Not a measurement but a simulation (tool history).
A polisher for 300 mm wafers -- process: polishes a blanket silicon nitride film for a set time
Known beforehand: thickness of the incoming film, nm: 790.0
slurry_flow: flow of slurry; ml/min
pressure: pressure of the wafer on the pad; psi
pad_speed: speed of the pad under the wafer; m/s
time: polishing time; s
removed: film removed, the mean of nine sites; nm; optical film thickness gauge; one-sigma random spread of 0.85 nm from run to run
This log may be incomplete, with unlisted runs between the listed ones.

Run 1, day 0: slurry_flow 295 ml/min, pressure 2.5 psi, pad_speed 1.14 m/s, time 92 s. Result: removed 130.12 nm.
Run 2, day 0.088: slurry_flow 295 ml/min, pressure 2.7 psi, pad_speed 1.14 m/s, time 92 s. Result: removed 137.73 nm.
Run 3, day 0.358: slurry_flow 320 ml/min, pressure 2.7 psi, pad_speed 1.14 m/s, time 92 s. Result: removed 138.6 nm.
Run 4, day 0.475: slurry_flow 320 ml/min, pressure 2.7 psi, pad_speed 1.14 m/s, time 92 s. Result: removed 139.41 nm.
Run 5, day 0.525: slurry_flow 250 ml/min, pressure 2.7 psi, pad_speed 1.14 m/s, time 92 s. Result: removed 136.81 nm.
Run 6, day 0.792: slurry_flow 250 ml/min, pressure 2.5 psi, pad_speed 1.14 m/s, time 92 s. Result: removed 128.27 nm.

Forecast run 7:
Run 7, day 0.833: slurry_flow 245 ml/min, pressure 1.8 psi, pad_speed 1.12 m/s, time 92 s. Result: removed ?.

Logged for run 7: removed 91.98 nm.

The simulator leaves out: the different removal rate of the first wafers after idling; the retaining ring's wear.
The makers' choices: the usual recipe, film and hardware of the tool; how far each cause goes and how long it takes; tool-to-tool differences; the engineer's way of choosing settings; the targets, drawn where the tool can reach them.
